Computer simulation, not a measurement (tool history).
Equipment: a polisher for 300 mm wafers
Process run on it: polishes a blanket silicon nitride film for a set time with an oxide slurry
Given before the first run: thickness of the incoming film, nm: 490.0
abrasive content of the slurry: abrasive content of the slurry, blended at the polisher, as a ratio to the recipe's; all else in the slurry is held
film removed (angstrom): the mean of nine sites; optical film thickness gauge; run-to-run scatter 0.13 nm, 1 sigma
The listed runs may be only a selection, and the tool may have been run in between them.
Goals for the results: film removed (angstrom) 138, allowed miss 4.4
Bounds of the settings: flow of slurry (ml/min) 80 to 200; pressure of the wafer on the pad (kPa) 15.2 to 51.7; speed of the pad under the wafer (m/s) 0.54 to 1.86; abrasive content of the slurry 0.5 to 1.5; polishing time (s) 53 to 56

| run | hour | flow of slurry (ml/min) | pressure of the wafer on the pad (kPa) | speed of the pad under the wafer (m/s) | abrasive content of the slurry | polishing time (s) | film removed (angstrom) |
|---|---|---|---|---|---|---|---|
| 1 | 0 | 130 | 33.1 | 1.18 | 1 | 53 | 428.77 |
| 2 | 5.5 | 120 | 27.6 | 1 | 0.95 | 53 | 305.24 |
| 3 | 7.9 | 120 | 22.8 | 1 | 0.95 | 53 | 258.4 |
| 4 | 12.4 | 120 | 22.8 | 1 | 0.95 | 53 | 256.13 |
| 5 | 13.8 | 120 | 28.3 | 1 | 0.95 | 53 | 310.59 |
| 6 | 22.5 | 115 | 24.1 | 0.86 | 0.95 | 53 | 243.37 |
| 7 | 27.3 | 110 | 21.4 | 0.76 | 0.95 | 53 | 196.41 |
| 8 | 33.1 | 105 | 19.3 | 0.72 | 0.95 | 53 | 169.54 |
| 9 | 36.9 | 100 | 17.9 | 0.72 | 0.95 | 53 | 152.99 |
| 10 | 42.8 | 95 | 17.9 | 0.72 | 0.95 | 53 | 151.62 |
| 11 | 47.1 | 90 | 17.9 | 0.72 | 0.95 | 53 | 152.89 |
| 12 | 49.3 | 90 | 17.2 | 0.72 | 0.95 | 53 | 144.77 |

Exercise: of the 4 proposed moves below, exactly one satisfies all targets within the stated allowed misses. Which move is it?
| A | 51.5 | 80 | 21.4 | 0.74 | 0.7 | 53 | ? |
| B | 51.5 | 80 | 15.9 | 0.74 | 1 | 54 | ? |
| C | 51.5 | 100 | 16.5 | 0.82 | 0.8 | 54 | ? |
| D | 51.5 | 85 | 17.9 | 0.68 | 0.95 | 55 | ? |

| move | film removed (angstrom) |
|---|---|
| A | 147.73 |
| B | 139.04 |
| C | 150.67 |
| D | 147.11 |
A: the biggest miss grows against the last run
B: hits every target within its allowed miss
C: the biggest miss grows against the last run
D: the biggest miss grows against the last run
So the answer is move B, the one that meets all the targets.

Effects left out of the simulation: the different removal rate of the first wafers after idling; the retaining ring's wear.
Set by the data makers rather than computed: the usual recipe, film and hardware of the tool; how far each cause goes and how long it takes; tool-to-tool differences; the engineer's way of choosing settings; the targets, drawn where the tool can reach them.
